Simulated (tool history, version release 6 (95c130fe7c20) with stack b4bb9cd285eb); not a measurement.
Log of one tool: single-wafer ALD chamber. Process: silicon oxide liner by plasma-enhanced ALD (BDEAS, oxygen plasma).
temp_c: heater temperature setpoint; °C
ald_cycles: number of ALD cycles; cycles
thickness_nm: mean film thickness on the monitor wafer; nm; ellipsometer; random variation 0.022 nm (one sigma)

run    day  temp_c  ald_cycles  thickness_nm
  1  0.000     315          65        6.0298
  2  0.062     315          67        6.2361
  3  0.388     315          69        6.4287
  4  0.688     319          69        6.3362
  5  0.817     323          69        6.3253
  6  0.908     330          69        6.2556

Forecast run 7:
  7  1.088     330          71             ?

{"run 7": {"thickness_nm": 6.4539}}
